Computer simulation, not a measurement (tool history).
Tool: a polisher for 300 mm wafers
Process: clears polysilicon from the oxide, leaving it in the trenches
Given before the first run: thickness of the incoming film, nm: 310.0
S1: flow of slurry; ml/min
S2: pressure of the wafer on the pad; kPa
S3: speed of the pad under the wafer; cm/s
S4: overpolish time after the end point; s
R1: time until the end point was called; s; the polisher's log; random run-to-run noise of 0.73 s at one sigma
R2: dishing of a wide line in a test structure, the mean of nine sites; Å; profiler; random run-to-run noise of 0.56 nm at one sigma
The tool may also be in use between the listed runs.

run	hour	S1	S2	S3	S4	R1	R2
1	0.0	255	12.4	110	18	37.244	447.01
2	3.8	310	12.4	110	18	35.622	452.49
3	6.4	280	12.4	110	15	35.157	437.05
4	11.3	280	15.2	110	15	29.986	470.25
5	19.3	255	13.1	120	13	31.313	443.73
6	23.1	235	11.7	128	11	33.219	427.64
7	27.4	165	8.3	158	5	40.997	274.42
8	35.2	165	8.3	158	5	40.008	277.69
9	39.6	165	9.0	160	14	36.974	446.11
10	44.1	170	9.0	160	13	36.713	445.21

Run 11 comes next. What will it give?
11	51.4	155	8.3	158	5	?	?

Run 11 gave R1 39.875 s, R2 271.19 Å.

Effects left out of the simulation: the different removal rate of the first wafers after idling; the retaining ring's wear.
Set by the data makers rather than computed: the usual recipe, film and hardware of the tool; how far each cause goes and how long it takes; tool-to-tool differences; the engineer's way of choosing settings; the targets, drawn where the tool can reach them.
